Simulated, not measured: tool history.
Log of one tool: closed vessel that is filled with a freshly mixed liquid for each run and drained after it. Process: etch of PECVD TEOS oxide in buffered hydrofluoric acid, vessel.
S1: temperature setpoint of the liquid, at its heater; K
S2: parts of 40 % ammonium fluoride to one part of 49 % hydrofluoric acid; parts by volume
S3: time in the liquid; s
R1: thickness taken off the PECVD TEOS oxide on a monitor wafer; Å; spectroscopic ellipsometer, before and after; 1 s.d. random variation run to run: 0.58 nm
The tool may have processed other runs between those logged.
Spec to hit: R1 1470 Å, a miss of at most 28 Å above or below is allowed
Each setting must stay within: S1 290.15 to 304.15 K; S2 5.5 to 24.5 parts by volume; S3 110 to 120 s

run 1 hour=0 | S1=296.15 S2=15 S3=110 | R1=787.71
run 2 hour=3.1 | S1=296.15 S2=15 S3=120 | R1=862.79
run 3 hour=8.4 | S1=298.15 S2=14.5 S3=120 | R1=990.94
run 4 hour=14.1 | S1=299.65 S2=14 S3=120 | R1=1116.6
run 5 hour=22.2 | S1=301.65 S2=14 S3=120 | R1=1237.7
run 6 hour=29.6 | S1=301.65 S2=14 S3=110 | R1=1135.7
run 7 hour=32.7 | S1=302.15 S2=13.5 S3=110 | R1=1217.5
run 8 hour=40.7 | S1=304.15 S2=12 S3=110 | R1=1514

Which of these 5 next moves meets every target?
run A hour=48.7 | S1=300.15 S2=9.5 S3=115 | R1=?
run B hour=48.7 | S1=299.15 S2=9.5 S3=120 | R1=?
run C hour=48.7 | S1=304.15 S2=11.5 S3=110 | R1=?
run D hour=48.7 | S1=302.65 S2=10.5 S3=110 | R1=?
run E hour=48.7 | S1=304.15 S2=13.5 S3=120 | R1=?

move=A R1=1574.4
move=B R1=1557.1
move=C R1=1572.1
move=D R1=1587.8
move=E R1=1466.5
A: moves away from the targets compared with the last run
B: moves away from the targets compared with the last run
C: moves away from the targets compared with the last run
D: moves away from the targets compared with the last run
E: in spec on every target
Answer: E
